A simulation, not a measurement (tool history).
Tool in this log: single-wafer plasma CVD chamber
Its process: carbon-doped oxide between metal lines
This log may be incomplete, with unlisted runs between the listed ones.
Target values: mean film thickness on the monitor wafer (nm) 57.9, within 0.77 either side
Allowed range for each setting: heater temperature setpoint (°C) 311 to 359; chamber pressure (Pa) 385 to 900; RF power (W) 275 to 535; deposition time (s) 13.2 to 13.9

run    day  heater temperature setpoint (°C)  chamber pressure (Pa)  RF power (W)  deposition time (s)  mean film thickness on the monitor wafer (nm)
  1      0                               335                    643           405                 13.9                                         63.732
  2  0.071                               340                    608           405                 13.9                                         62.003
  3  0.375                               340                    608           455                 13.9                                         67.302
  4  0.617                               340                    608           505                 13.9                                         71.944
  5    0.8                               347                    608           505                 13.9                                         70.619
  6  0.846                               350                    560           480                 13.9                                         67.529
  7   1.05                               352                    548           455                 13.9                                         64.625
  8  1.096                               353                    535           435                 13.9                                         62.079
  9  1.383                               354                    515           425                 13.9                                          60.95
 10  1.533                               355                    501           420                 13.9                                         59.724
 11  1.571                               356                    483           420                 13.9                                         59.498
 12  1.671                               357                    465           420                 13.9                                         58.843
 13  1.692                               357                    455           420                 13.9                                          59.32

Of the 5 settings listed for the next run, only one would bring every result within its allowed miss of target. Which one?
  A  1.712                               359                    448           430                 13.9                                              ?
  B  1.712                               356                    401           445                 13.2                                              ?
  C  1.712                               358                    424           455                 13.6                                              ?
  D  1.712                               356                    465           435                 13.5                                              ?
  E  1.712                               357                    515           415                 13.9                                              ?

move  mean film thickness on the monitor wafer (nm)
   A                                         59.461
   B                                         57.757
   C                                         60.461
   D                                         58.889
   E                                         59.037
A: the biggest miss grows against the last run
B: every result within its allowed miss
C: the biggest miss grows against the last run
D: nearer the targets than the last run, but a result is still out of spec
E: nearer the targets than the last run, but a result is still out of spec
The right move is B.
